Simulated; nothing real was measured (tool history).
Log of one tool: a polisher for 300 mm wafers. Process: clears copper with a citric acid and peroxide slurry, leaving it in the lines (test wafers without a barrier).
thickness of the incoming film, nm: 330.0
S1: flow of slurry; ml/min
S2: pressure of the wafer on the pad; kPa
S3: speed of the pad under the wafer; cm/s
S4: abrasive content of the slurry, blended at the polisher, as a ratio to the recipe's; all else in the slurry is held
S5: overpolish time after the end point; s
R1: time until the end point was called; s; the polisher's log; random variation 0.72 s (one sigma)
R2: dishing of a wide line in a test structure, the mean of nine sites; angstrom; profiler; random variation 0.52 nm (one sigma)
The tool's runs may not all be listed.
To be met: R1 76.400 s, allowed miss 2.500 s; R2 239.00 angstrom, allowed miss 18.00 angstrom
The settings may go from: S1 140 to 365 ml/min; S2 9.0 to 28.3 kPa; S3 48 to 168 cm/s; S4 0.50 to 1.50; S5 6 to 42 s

{"run": 1, "hour": 0.0, "S1": 235, "S2": 18.6, "S3": 108, "S4": 1.0, "S5": 21, "R1": 122.07, "R2": 318.96}
{"run": 2, "hour": 8.1, "S1": 235, "S2": 18.6, "S3": 108, "S4": 1.0, "S5": 16, "R1": 119.13, "R2": 255.41}
{"run": 3, "hour": 11.8, "S1": 235, "S2": 20.7, "S3": 108, "S4": 1.0, "S5": 14, "R1": 108.48, "R2": 269.01}
{"run": 4, "hour": 16.4, "S1": 235, "S2": 20.7, "S3": 86, "S4": 1.0, "S5": 14, "R1": 130.23, "R2": 220.56}
{"run": 5, "hour": 25.1, "S1": 250, "S2": 22.8, "S3": 88, "S4": 1.1, "S5": 12, "R1": 114.66, "R2": 220.0}
{"run": 6, "hour": 27.7, "S1": 255, "S2": 24.1, "S3": 92, "S4": 1.1, "S5": 10, "R1": 103.73, "R2": 196.2}
{"run": 7, "hour": 34.9, "S1": 255, "S2": 25.5, "S3": 96, "S4": 1.1, "S5": 10, "R1": 94.856, "R2": 219.0}
{"run": 8, "hour": 37.1, "S1": 255, "S2": 26.2, "S3": 98, "S4": 1.1, "S5": 10, "R1": 91.871, "R2": 226.59}
{"run": 9, "hour": 37.8, "S1": 265, "S2": 28.3, "S3": 110, "S4": 1.1, "S5": 7, "R1": 76.488, "R2": 197.95}
{"run": 10, "hour": 40.6, "S1": 260, "S2": 28.3, "S3": 112, "S4": 1.1, "S5": 8, "R1": 75.788, "R2": 220.5}
{"run": 11, "hour": 47.8, "S1": 255, "S2": 28.3, "S3": 112, "S4": 1.1, "S5": 8, "R1": 76.264, "R2": 220.69}
{"run": 12, "hour": 54.3, "S1": 255, "S2": 28.3, "S3": 112, "S4": 1.1, "S5": 8, "R1": 74.209, "R2": 220.28}

Which of these 4 next moves meets every target?
{"run": "A", "hour": 60.8, "S1": 230, "S2": 26.2, "S3": 126, "S4": 1.2, "S5": 6, "R1": "?", "R2": "?"}
{"run": "B", "hour": 60.8, "S1": 265, "S2": 28.3, "S3": 118, "S4": 1.1, "S5": 7, "R1": "?", "R2": "?"}
{"run": "C", "hour": 60.8, "S1": 250, "S2": 27.6, "S3": 114, "S4": 1.05, "S5": 11, "R1": "?", "R2": "?"}
{"run": "D", "hour": 60.8, "S1": 285, "S2": 26.2, "S3": 116, "S4": 1.2, "S5": 9, "R1": "?", "R2": "?"}

move=A R1=72.998 R2=173.74
move=B R1=72.140 R2=200.97
move=C R1=77.563 R2=274.82
move=D R1=76.761 R2=235.15
A: further off than the last run
B: further off than the last run
C: takes the result that was furthest off past its target
D: meets every target
The right move is D.
